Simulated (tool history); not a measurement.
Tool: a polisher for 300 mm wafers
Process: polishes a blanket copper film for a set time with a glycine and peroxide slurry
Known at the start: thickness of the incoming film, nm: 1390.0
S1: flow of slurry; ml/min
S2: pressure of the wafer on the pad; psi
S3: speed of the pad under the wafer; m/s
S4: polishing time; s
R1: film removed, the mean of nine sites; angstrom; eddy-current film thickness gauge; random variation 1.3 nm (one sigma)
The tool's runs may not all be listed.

run 1 hour=0.0 | S1=175 S2=1.8 S3=1.20 S4=40 | R1=1708.0
run 2 hour=5.6 | S1=175 S2=1.8 S3=1.20 S4=40 | R1=1704.5
run 3 hour=9.9 | S1=175 S2=1.8 S3=1.40 S4=40 | R1=1919.0
run 4 hour=11.8 | S1=175 S2=1.5 S3=1.38 S4=40 | R1=1689.4
run 5 hour=16.8 | S1=175 S2=1.5 S3=1.38 S4=40 | R1=1654.6
run 6 hour=18.5 | S1=175 S2=1.3 S3=1.36 S4=40 | R1=1514.3
run 7 hour=24.3 | S1=175 S2=1.2 S3=1.36 S4=40 | R1=1398.3

The next listed run, before its measurement:
run 8 hour=27.9 | S1=175 S2=1.1 S3=1.36 S4=40 | R1=?

Run 8 gave R1 1324.5 angstrom.
